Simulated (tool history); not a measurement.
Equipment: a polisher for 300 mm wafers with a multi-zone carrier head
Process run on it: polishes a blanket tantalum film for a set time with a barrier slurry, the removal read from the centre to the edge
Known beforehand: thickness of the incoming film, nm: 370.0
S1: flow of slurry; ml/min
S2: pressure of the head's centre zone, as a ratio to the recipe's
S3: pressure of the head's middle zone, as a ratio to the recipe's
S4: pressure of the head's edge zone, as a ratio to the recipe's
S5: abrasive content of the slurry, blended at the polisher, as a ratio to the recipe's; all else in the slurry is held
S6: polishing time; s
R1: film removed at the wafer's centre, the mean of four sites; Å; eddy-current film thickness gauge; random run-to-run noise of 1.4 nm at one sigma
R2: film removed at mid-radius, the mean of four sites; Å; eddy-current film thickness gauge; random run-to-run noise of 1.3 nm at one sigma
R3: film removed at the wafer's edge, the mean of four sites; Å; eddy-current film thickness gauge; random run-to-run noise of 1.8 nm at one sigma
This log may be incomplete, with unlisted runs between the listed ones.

run,day,S1,S2,S3,S4,S5,S6,R1,R2,R3
1,0,140,1,1,1,1,60,1048.8,1047.5,1060.2
2,0.2,145,1.01,0.97,1.04,1.1,62,1139.1,1105.3,1152.7
3,0.379,175,1.01,0.97,1.04,1.1,62,1189.5,1130.6,1176.1
4,0.592,175,1.09,0.97,1.04,1.1,62,1297.6,1092,1194.1
5,0.625,165,1.08,0.94,1.08,1.2,64,1317.4,1130.1,1224.1
6,0.938,175,1.06,0.91,1.11,1.15,68,1377.7,1210.7,1341.4
7,1.208,180,1.06,0.88,1.13,1.1,70,1407.3,1201,1386.8
8,1.312,185,1.06,0.86,1.15,1.1,71,1429.1,1167.4,1445.9

Run 9 has not been measured yet. What should we expect?
9,1.338,190,1.06,0.86,1.16,1.15,72,?,?,?

Logged for run 9: R1 1441.2 Å, R2 1195.4 Å, R3 1484.5 Å.

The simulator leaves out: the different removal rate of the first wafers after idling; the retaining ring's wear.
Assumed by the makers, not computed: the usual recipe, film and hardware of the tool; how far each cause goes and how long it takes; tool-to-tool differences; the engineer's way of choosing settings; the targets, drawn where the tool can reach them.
